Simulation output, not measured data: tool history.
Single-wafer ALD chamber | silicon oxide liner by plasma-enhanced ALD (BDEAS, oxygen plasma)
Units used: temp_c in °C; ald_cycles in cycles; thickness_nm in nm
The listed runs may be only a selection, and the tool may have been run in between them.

run	hour	temp_c	ald_cycles	thickness_nm
1	0.0	325	79	7.0845
2	6.9	325	81	7.2574
3	8.5	325	82	7.3677
4	13.5	325	83	7.4096
5	22.0	325	74	6.6261
6	28.1	325	77	6.9217
7	33.0	325	79	7.0767

Estimate the outcome of run 8 from the log above:
8	37.7	325	81	?

thickness_nm: 7.3085 nm

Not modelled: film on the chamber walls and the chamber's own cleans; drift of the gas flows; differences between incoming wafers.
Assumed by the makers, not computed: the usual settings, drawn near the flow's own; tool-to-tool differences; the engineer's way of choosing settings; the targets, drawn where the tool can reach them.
